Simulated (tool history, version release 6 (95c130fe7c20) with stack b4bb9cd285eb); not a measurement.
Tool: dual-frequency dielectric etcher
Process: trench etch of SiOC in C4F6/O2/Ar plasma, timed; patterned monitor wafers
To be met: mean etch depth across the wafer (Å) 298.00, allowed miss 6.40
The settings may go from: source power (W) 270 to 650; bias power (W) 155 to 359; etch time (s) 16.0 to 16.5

run  hour  source power (W)  bias power (W)  etch time (s)  mean etch depth across the wafer (Å)
  1   0.0               460             257           16.0                                390.57
  2   0.6               400             231           16.0                                345.17
  3   3.3               400             231           16.5                                345.21
  4  11.3               450             231           16.5                                379.53
  5  17.0               450             211           16.5                                359.82
  6  20.8               410             209           16.5                                337.76
  7  29.0               380             208           16.5                                322.92
  8  33.5               360             207           16.5                                305.99

4 next moves are on the table. One of them brings every result within its allowed miss. Which?
  A  38.0               340             207           16.5                                     ?
  B  38.0               360             219           16.5                                     ?
  C  38.0               340             244           16.5                                     ?
  D  38.0               390             194           16.5                                     ?

move  mean etch depth across the wafer (Å)
   A                                299.12
   B                                320.97
   C                                323.74
   D                                320.60
A: meets every target
B: further off than the last run
C: further off than the last run
D: further off than the last run
Move A is the one to make.

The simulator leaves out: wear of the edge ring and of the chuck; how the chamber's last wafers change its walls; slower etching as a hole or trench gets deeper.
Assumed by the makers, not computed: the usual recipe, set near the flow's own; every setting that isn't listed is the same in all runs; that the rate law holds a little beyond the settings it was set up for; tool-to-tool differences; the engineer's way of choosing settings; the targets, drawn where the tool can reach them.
